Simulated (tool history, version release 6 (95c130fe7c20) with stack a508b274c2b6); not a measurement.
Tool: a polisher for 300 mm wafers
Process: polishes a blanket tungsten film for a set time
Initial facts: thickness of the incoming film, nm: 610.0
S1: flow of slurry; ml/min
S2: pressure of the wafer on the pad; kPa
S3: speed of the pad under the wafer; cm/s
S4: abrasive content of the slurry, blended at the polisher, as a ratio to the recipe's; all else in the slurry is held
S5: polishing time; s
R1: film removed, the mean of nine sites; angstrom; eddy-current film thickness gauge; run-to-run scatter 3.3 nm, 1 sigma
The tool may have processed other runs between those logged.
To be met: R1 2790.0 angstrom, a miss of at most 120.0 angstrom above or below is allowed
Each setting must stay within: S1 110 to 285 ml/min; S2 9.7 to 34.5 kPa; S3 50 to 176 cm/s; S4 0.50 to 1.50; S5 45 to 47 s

{"run": 1, "hour": 0.0, "S1": 180, "S2": 22.1, "S3": 112, "S4": 1.0, "S5": 45, "R1": 1992.4}
{"run": 2, "hour": 7.1, "S1": 180, "S2": 25.5, "S3": 112, "S4": 1.0, "S5": 45, "R1": 2379.2}
{"run": 3, "hour": 10.8, "S1": 180, "S2": 25.5, "S3": 112, "S4": 0.9, "S5": 45, "R1": 2245.1}
{"run": 4, "hour": 16.8, "S1": 180, "S2": 26.2, "S3": 112, "S4": 0.9, "S5": 45, "R1": 2260.6}
{"run": 5, "hour": 17.4, "S1": 180, "S2": 26.2, "S3": 112, "S4": 0.9, "S5": 45, "R1": 2315.3}
{"run": 6, "hour": 25.2, "S1": 180, "S2": 26.2, "S3": 112, "S4": 0.9, "S5": 47, "R1": 2394.0}
{"run": 7, "hour": 27.3, "S1": 180, "S2": 26.9, "S3": 112, "S4": 0.9, "S5": 47, "R1": 2458.2}
{"run": 8, "hour": 29.5, "S1": 180, "S2": 26.9, "S3": 112, "S4": 0.9, "S5": 47, "R1": 2486.0}
{"run": 9, "hour": 32.9, "S1": 180, "S2": 27.6, "S3": 112, "S4": 0.9, "S5": 47, "R1": 2520.6}
{"run": 10, "hour": 34.0, "S1": 180, "S2": 28.3, "S3": 112, "S4": 0.9, "S5": 47, "R1": 2617.0}
{"run": 11, "hour": 37.7, "S1": 185, "S2": 29.0, "S3": 112, "S4": 0.9, "S5": 47, "R1": 2623.9}

Which of these 4 next moves meets every target?
{"run": "A", "hour": 41.4, "S1": 195, "S2": 34.5, "S3": 84, "S4": 0.9, "S5": 47, "R1": "?"}
{"run": "B", "hour": 41.4, "S1": 125, "S2": 29.0, "S3": 120, "S4": 0.95, "S5": 47, "R1": "?"}
{"run": "C", "hour": 41.4, "S1": 190, "S2": 29.6, "S3": 104, "S4": 0.9, "S5": 46, "R1": "?"}
{"run": "D", "hour": 41.4, "S1": 180, "S2": 29.0, "S3": 104, "S4": 1.05, "S5": 45, "R1": "?"}

move=A R1=2451.0
move=B R1=2847.7
move=C R1=2548.3
move=D R1=2525.7
A: its largest miss is bigger than the last run's
B: every result lands within tolerance
C: its largest miss is bigger than the last run's
D: its largest miss is bigger than the last run's
B is the move that brings every result within its allowed miss.
